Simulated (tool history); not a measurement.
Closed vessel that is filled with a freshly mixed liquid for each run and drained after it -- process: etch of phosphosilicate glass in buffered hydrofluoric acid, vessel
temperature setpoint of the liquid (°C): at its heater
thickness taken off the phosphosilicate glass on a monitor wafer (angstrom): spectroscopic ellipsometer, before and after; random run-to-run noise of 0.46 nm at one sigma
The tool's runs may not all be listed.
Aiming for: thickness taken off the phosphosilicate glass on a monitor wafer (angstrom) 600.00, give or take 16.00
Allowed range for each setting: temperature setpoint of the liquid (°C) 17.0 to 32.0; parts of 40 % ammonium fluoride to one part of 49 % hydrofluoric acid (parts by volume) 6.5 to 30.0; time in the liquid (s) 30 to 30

| run | hour | temperature setpoint of the liquid (°C) | parts of 40 % ammonium fluoride to one part of 49 % hydrofluoric acid (parts by volume) | time in the liquid (s) | thickness taken off the phosphosilicate glass on a monitor wafer (angstrom) |
|---|---|---|---|---|---|
| 1 | 0.0 | 24.0 | 19.5 | 30 | 495.71 |
| 2 | 0.9 | 24.5 | 19.5 | 30 | 506.65 |
| 3 | 6.9 | 24.5 | 21.5 | 30 | 462.92 |
| 4 | 8.8 | 25.5 | 21.5 | 30 | 483.95 |
| 5 | 17.6 | 27.0 | 21.5 | 30 | 526.82 |
| 6 | 23.7 | 27.5 | 21.5 | 30 | 543.39 |
| 7 | 27.0 | 28.0 | 21.5 | 30 | 547.79 |
| 8 | 32.0 | 28.5 | 21.5 | 30 | 572.80 |
| 9 | 39.5 | 28.5 | 21.5 | 30 | 564.20 |

Which single option among these 4 for the next run brings every result within its allowed miss of target? Just one does.
| A | 47.0 | 28.0 | 22.5 | 30 | ? |
| B | 47.0 | 27.0 | 23.5 | 30 | ? |
| C | 47.0 | 28.0 | 21.0 | 30 | ? |
| D | 47.0 | 27.5 | 19.5 | 30 | ? |

| move | thickness taken off the phosphosilicate glass on a monitor wafer (angstrom) |
|---|---|
| A | 543.89 |
| B | 500.35 |
| C | 573.19 |
| D | 600.30 |
A: moves away from the targets compared with the last run
B: moves away from the targets compared with the last run
C: closer than the last run, but not yet in spec
D: meets every target
Correct choice: D, which meets every target
